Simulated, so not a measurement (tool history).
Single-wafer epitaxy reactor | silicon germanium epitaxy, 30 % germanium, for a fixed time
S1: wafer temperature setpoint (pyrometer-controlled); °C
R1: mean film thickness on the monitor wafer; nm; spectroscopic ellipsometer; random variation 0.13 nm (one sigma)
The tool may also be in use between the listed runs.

Run 1, day 0: S1 580 °C, chamber pressure (Torr) 20.7. Result: R1 41.598 nm.
Run 2, day 0.121: S1 580 °C, chamber pressure (Torr) 22.7. Result: R1 43.412 nm.
Run 3, day 0.158: S1 586 °C, chamber pressure (Torr) 22.7. Result: R1 48.136 nm.
Run 4, day 0.479: S1 581 °C, chamber pressure (Torr) 22.7. Result: R1 44.205 nm.
Run 5, day 0.833: S1 577 °C, chamber pressure (Torr) 22.7. Result: R1 41.19 nm.
Run 6, day 1.029: S1 577 °C, chamber pressure (Torr) 26.2. Result: R1 44.47 nm.
Run 7, day 1.267: S1 572 °C, chamber pressure (Torr) 26. Result: R1 40.663 nm.
Run 8, day 1.367: S1 569 °C, chamber pressure (Torr) 25.9. Result: R1 38.753 nm.
At day 1.7: capacitance manometer re-zeroed and calibrated.
Run 9, day 1.7: S1 566 °C, chamber pressure (Torr) 25.7. Result: R1 37.528 nm.

The next listed run, before its measurement:
Run 10, day 2.075: S1 564 °C, chamber pressure (Torr) 25. Result: R1 ?.

R1: 35.579 nm
